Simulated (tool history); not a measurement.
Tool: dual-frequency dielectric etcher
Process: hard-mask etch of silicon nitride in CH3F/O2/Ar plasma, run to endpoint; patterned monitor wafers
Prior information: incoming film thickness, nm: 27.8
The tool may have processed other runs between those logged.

| run | hour | source power (kW) | bias power (kW) | endpoint time (s) |
|---|---|---|---|---|
| 1 | 0 | 0.54 | 0.097 | 35.02 |
| 2 | 3.1 | 0.47 | 0.097 | 37.184 |
| 3 | 10 | 0.44 | 0.095 | 39.146 |
| 4 | 15.9 | 0.52 | 0.095 | 36.221 |
|  | 23.9 | source power generator calibrated |
| 5 | 23.9 | 0.52 | 0.105 | 34.486 |
| 6 | 27.2 | 0.45 | 0.105 | 36.358 |
| 7 | 32.9 | 0.34 | 0.09 | 43.761 |

Forecast run 8:
| 8 | 37.2 | 0.35 | 0.09 | ? |

{"run 8": {"endpoint time (s)": 43.4}}
